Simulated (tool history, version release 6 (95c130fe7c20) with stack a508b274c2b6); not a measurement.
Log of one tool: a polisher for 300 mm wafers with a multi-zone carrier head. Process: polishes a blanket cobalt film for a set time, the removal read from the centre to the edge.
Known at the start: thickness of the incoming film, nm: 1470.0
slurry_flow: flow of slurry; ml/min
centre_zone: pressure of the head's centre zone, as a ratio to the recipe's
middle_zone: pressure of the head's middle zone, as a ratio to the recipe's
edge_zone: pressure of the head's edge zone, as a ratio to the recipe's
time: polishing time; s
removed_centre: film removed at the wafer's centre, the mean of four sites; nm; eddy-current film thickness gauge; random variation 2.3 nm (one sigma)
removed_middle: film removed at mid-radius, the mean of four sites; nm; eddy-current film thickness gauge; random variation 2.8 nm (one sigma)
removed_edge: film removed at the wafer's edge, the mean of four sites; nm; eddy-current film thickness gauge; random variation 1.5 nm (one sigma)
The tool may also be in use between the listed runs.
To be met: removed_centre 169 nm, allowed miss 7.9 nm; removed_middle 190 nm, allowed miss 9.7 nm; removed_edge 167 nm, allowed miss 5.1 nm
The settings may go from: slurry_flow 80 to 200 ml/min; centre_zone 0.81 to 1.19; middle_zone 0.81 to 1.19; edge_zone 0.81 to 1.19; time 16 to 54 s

run,hour,slurry_flow,centre_zone,middle_zone,edge_zone,time,removed_centre,removed_middle,removed_edge
1,0,130,1,1,1,35,189.28,188.77,188.99
2,5.6,110,1,1,1,35,179.46,176.71,184.13
3,8,95,1,1,1,35,169.18,169.44,179.34
4,12.2,95,1,0.92,1,35,168.22,159.38,178.87
5,17,95,1,0.92,0.93,35,167.62,157.61,173.28
6,20.8,95,1,0.92,0.93,27,131.62,120.73,131.8
7,27.8,120,0.98,0.98,0.96,28,142.75,144.24,143.7
8,34.2,135,0.97,1,0.98,28,143.54,147.62,152.91
9,40.9,150,0.97,1.04,0.98,28,151.25,157.05,149.68
10,47.4,160,0.97,1.07,1,28,152.39,164.03,157.9
11,53.1,170,0.98,1.1,1,28,156.72,164.7,157.96
12,57.2,175,0.97,1.12,0.99,29,163.17,174.07,164.22
13,62,180,0.96,1.14,0.97,29,163.55,180.3,158.43
14,67.2,185,0.96,1.15,0.98,29,161.34,180.75,161.84
15,68.1,185,0.96,1.16,0.98,29,162.74,179.16,162.81

Which of these 4 next moves meets every target?
A,69,155,0.92,1.17,1.08,30,?,?,?
B,69,200,0.97,1.14,0.93,30,?,?,?
C,69,180,0.88,1.19,0.81,31,?,?,?
D,69,180,1.05,1.07,1.19,28,?,?,?

move,removed_centre,removed_middle,removed_edge
A,155.01,184.27,173.4
B,171.47,187.98,166.47
C,157.77,198.47,159.6
D,170.13,163.37,173.62
A: brings the result that was furthest off to its target, and leaves another outside
B: meets every target
C: brings the result that was furthest off to its target, and leaves another outside
D: further off than the last run
The right move is B.
